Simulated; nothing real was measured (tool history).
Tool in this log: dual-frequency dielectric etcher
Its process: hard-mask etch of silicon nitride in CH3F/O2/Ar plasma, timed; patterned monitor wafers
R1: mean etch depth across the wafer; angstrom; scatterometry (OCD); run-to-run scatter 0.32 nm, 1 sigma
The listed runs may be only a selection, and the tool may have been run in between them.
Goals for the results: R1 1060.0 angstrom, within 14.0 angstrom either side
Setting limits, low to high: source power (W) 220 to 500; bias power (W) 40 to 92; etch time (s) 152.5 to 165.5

Run 1, day 0.000: source power (W) 360, bias power (W) 66, etch time (s) 165.5. Result: R1 1151.7 angstrom.
Run 2, day 0.125: source power (W) 350, bias power (W) 66, etch time (s) 165.5. Result: R1 1147.8 angstrom.
Run 3, day 0.388: source power (W) 340, bias power (W) 66, etch time (s) 165.5. Result: R1 1138.9 angstrom.
Run 4, day 0.721: source power (W) 330, bias power (W) 66, etch time (s) 165.5. Result: R1 1137.6 angstrom.
Run 5, day 0.758: source power (W) 330, bias power (W) 74, etch time (s) 165.5. Result: R1 1167.4 angstrom.
Run 6, day 0.879: source power (W) 320, bias power (W) 73, etch time (s) 165.5. Result: R1 1152.5 angstrom.
Run 7, day 1.021: source power (W) 310, bias power (W) 73, etch time (s) 165.5. Result: R1 1142.6 angstrom.
Run 8, day 1.217: source power (W) 240, bias power (W) 71, etch time (s) 165.5. Result: R1 1077.8 angstrom.

Exactly one of the 5 candidate moves below puts every result within its allowed miss. Which one?
Run A, day 1.412: source power (W) 230, bias power (W) 79, etch time (s) 153.5. Result: R1 ?.
Run B, day 1.412: source power (W) 300, bias power (W) 75, etch time (s) 158.5. Result: R1 ?.
Run C, day 1.412: source power (W) 260, bias power (W) 72, etch time (s) 163.5. Result: R1 ?.
Run D, day 1.412: source power (W) 230, bias power (W) 62, etch time (s) 165.5. Result: R1 ?.
Run E, day 1.412: source power (W) 230, bias power (W) 69, etch time (s) 165.5. Result: R1 ?.

move      R1
   A  1019.7
   B  1097.8
   C  1085.8
   D  1030.9
   E  1059.8
A: takes the result that was furthest off past its target
B: its largest miss is bigger than the last run's
C: its largest miss is bigger than the last run's
D: takes the result that was furthest off past its target
E: every result within its allowed miss
Move E is the one to make.

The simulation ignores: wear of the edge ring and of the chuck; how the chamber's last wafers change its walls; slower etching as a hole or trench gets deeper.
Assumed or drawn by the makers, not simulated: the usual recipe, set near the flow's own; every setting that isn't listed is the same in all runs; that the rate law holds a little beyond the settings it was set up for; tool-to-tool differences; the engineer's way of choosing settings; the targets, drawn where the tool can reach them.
